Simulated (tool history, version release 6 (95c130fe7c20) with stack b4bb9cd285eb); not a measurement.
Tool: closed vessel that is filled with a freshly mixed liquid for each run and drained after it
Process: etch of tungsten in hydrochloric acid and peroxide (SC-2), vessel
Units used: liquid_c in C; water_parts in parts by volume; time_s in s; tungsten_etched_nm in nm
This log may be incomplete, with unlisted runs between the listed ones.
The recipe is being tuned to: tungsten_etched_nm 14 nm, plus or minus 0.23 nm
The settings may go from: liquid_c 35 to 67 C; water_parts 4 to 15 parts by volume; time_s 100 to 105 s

Run 1, day 0: liquid_c 51 C, water_parts 8.5 parts by volume, time_s 100 s. Result: tungsten_etched_nm 27.261 nm.
Run 2, day 0.067: liquid_c 51 C, water_parts 8.5 parts by volume, time_s 100 s. Result: tungsten_etched_nm 27.553 nm.
Run 3, day 0.162: liquid_c 51 C, water_parts 8.5 parts by volume, time_s 100 s. Result: tungsten_etched_nm 27.304 nm.
Run 4, day 0.525: liquid_c 51 C, water_parts 8.5 parts by volume, time_s 100 s. Result: tungsten_etched_nm 27.405 nm.
Run 5, day 0.9: liquid_c 49 C, water_parts 8.5 parts by volume, time_s 100 s. Result: tungsten_etched_nm 24.051 nm.
Run 6, day 0.988: liquid_c 46 C, water_parts 8.5 parts by volume, time_s 100 s. Result: tungsten_etched_nm 19.374 nm.
Run 7, day 1.138: liquid_c 45 C, water_parts 8.5 parts by volume, time_s 100 s. Result: tungsten_etched_nm 18.141 nm.
Run 8, day 1.458: liquid_c 44 C, water_parts 8.5 parts by volume, time_s 100 s. Result: tungsten_etched_nm 16.92 nm.

Which of these 5 next moves meets every target?
Run A, day 1.779: liquid_c 39 C, water_parts 7 parts by volume, time_s 100 s. Result: tungsten_etched_nm ?.
Run B, day 1.779: liquid_c 40 C, water_parts 8 parts by volume, time_s 100 s. Result: tungsten_etched_nm ?.
Run C, day 1.779: liquid_c 41.5 C, water_parts 9 parts by volume, time_s 100 s. Result: tungsten_etched_nm ?.
Run D, day 1.779: liquid_c 42 C, water_parts 9.5 parts by volume, time_s 100 s. Result: tungsten_etched_nm ?.
Run E, day 1.779: liquid_c 40.5 C, water_parts 8.5 parts by volume, time_s 100 s. Result: tungsten_etched_nm ?.

move  tungsten_etched_nm
   A              13.981
   B              13.512
   C              13.657
   D               13.53
   E              13.333
A: every result within its allowed miss
B: takes the result that was furthest off past its target
C: takes the result that was furthest off past its target
D: takes the result that was furthest off past its target
E: takes the result that was furthest off past its target
Move A is the one to make.
